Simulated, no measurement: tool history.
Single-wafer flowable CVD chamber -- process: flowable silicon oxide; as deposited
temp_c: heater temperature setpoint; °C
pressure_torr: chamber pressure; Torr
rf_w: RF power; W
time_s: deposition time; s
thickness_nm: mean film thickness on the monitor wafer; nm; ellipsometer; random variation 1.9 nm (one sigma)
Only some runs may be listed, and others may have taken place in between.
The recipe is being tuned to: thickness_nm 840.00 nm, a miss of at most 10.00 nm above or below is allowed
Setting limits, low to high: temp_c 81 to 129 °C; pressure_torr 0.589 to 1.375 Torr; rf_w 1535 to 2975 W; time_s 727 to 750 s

run    day  temp_c  pressure_torr  rf_w  time_s  thickness_nm
  1  0.000     105          0.982  2255     727        457.22
  2  0.212     102          0.982  2255     727        511.27
  3  0.429     102          0.982  2255     727        509.17
  4  0.688     102          0.982  2255     727        512.93
  5  0.817     100          0.982  2255     727        548.35
  6  0.950     100          0.982  2255     750        565.21
  7  1.125      98          0.982  2255     750        607.52
  8  1.462      97          0.982  2255     750        626.73
  9  1.792      86          0.983  2255     750        915.29
 10  2.171      88          0.983  2255     750        852.85

Pick the move, out of 5, that brings all results within their allowed miss; only one does.
  A  2.550      87          0.919  2490     750             ?
  B  2.550      83          0.859  2155     745             ?
  C  2.550      84          0.864  2345     750             ?
  D  2.550      84          0.861  2350     750             ?
  E  2.550      86          0.952  2265     740             ?

move  thickness_nm
   A        834.27
   B        867.97
   C        859.68
   D        857.09
   E        869.04
A: in spec on every target
B: lands further from the targets than the last run did
C: lands further from the targets than the last run did
D: lands further from the targets than the last run did
E: lands further from the targets than the last run did
A meets every target.
